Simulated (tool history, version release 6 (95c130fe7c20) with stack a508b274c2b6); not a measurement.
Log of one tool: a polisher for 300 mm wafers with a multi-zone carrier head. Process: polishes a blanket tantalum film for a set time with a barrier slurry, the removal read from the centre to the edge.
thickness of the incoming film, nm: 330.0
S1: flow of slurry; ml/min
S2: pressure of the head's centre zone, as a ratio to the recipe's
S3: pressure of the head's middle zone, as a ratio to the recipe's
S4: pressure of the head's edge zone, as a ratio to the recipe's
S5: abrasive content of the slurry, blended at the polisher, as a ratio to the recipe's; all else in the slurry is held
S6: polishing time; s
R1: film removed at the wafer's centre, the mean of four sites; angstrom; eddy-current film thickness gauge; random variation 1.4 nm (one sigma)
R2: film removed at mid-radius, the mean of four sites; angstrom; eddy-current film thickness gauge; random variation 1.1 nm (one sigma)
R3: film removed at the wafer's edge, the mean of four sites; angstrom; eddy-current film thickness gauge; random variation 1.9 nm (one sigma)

{"run": 1, "day": 0.0, "S1": 130, "S2": 1.0, "S3": 1.0, "S4": 1.0, "S5": 1.0, "S6": 44, "R1": 1280.0, "R2": 1265.6, "R3": 1288.5}
{"run": 2, "day": 0.242, "S1": 150, "S2": 1.0, "S3": 1.0, "S4": 1.0, "S5": 1.0, "S6": 44, "R1": 1326.1, "R2": 1303.8, "R3": 1265.4}
{"run": 3, "day": 0.562, "S1": 150, "S2": 1.0, "S3": 1.02, "S4": 1.02, "S5": 1.05, "S6": 44, "R1": 1337.8, "R2": 1378.2, "R3": 1297.2}
{"run": 4, "day": 0.617, "S1": 150, "S2": 1.0, "S3": 1.02, "S4": 1.04, "S5": 1.05, "S6": 44, "R1": 1368.6, "R2": 1361.6, "R3": 1316.8}
{"run": 5, "day": 0.9, "S1": 130, "S2": 1.0, "S3": 1.02, "S4": 1.04, "S5": 1.05, "S6": 44, "R1": 1319.2, "R2": 1322.9, "R3": 1285.8}
{"run": 6, "day": 1.104, "S1": 130, "S2": 1.0, "S3": 1.02, "S4": 1.04, "S5": 0.9, "S6": 44, "R1": 1251.4, "R2": 1243.1, "R3": 1221.1}
{"run": 7, "day": 1.233, "S1": 135, "S2": 0.99, "S3": 1.03, "S4": 1.04, "S5": 0.95, "S6": 44, "R1": 1262.1, "R2": 1292.7, "R3": 1237.7}
{"run": 8, "day": 1.408, "S1": 135, "S2": 0.98, "S3": 1.03, "S4": 1.04, "S5": 1.0, "S6": 44, "R1": 1312.1, "R2": 1336.3, "R3": 1267.6}
{"run": 9, "day": 1.596, "S1": 135, "S2": 0.95, "S3": 1.03, "S4": 1.04, "S5": 1.05, "S6": 44, "R1": 1268.0, "R2": 1329.8, "R3": 1308.5}
{"run": 10, "day": 1.846, "S1": 140, "S2": 0.95, "S3": 1.04, "S4": 1.04, "S5": 1.05, "S6": 44, "R1": 1282.1, "R2": 1368.6, "R3": 1297.6}
{"run": 11, "day": 2.196, "S1": 145, "S2": 0.94, "S3": 1.04, "S4": 1.05, "S5": 1.05, "S6": 44, "R1": 1275.8, "R2": 1404.5, "R3": 1356.8}
{"run": 12, "day": 2.429, "S1": 150, "S2": 0.94, "S3": 1.04, "S4": 1.05, "S5": 1.05, "S6": 44, "R1": 1271.7, "R2": 1399.6, "R3": 1335.7}

The next listed run, before its measurement:
{"run": 13, "day": 2.762, "S1": 155, "S2": 0.94, "S3": 1.04, "S4": 1.06, "S5": 1.05, "S6": 44, "R1": "?", "R2": "?", "R3": "?"}

{"run 13": {"R1": 1279.2, "R2": 1411.6, "R3": 1343.7}}
